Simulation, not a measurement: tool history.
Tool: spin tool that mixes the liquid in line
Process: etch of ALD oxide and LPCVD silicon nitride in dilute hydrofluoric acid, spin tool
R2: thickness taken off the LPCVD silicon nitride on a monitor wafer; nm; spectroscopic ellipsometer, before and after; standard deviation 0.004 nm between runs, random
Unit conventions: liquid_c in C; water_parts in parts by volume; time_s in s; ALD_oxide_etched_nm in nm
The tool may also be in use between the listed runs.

{"run": 1, "hour": 0.0, "liquid_c": 24, "water_parts": 75, "time_s": 180, "ALD_oxide_etched_nm": 31.923, "R2": 0.98336}
{"run": 2, "hour": 6.8, "liquid_c": 24, "water_parts": 75, "time_s": 250, "ALD_oxide_etched_nm": 44.767, "R2": 1.4271}
{"run": 3, "hour": 11.1, "liquid_c": 22.5, "water_parts": 95, "time_s": 205, "ALD_oxide_etched_nm": 26.112, "R2": 0.83732}
{"run": 4, "hour": 11.9, "liquid_c": 21, "water_parts": 105, "time_s": 165, "ALD_oxide_etched_nm": 17.715, "R2": 0.53572}
{"run": 5, "hour": 16.2, "liquid_c": 20, "water_parts": 115, "time_s": 140, "ALD_oxide_etched_nm": 13.265, "R2": 0.39606}
{"run": 6, "hour": 23.2, "liquid_c": 19, "water_parts": 120, "time_s": 120, "ALD_oxide_etched_nm": 10.233, "R2": 0.29422}
{"run": 7, "hour": 31.9, "liquid_c": 18.5, "water_parts": 125, "time_s": 110, "ALD_oxide_etched_nm": 8.833, "R2": 0.25608}
{"run": 8, "hour": 35.7, "liquid_c": 18, "water_parts": 130, "time_s": 105, "ALD_oxide_etched_nm": 7.8898, "R2": 0.22292}

Run 9, settings as shown, results not yet in. Your forecast:
{"run": 9, "hour": 43.3, "liquid_c": 17.5, "water_parts": 140, "time_s": 80, "ALD_oxide_etched_nm": "?", "R2": "?"}

ALD_oxide_etched_nm: 5.4459 nm
R2: 0.15637 nm
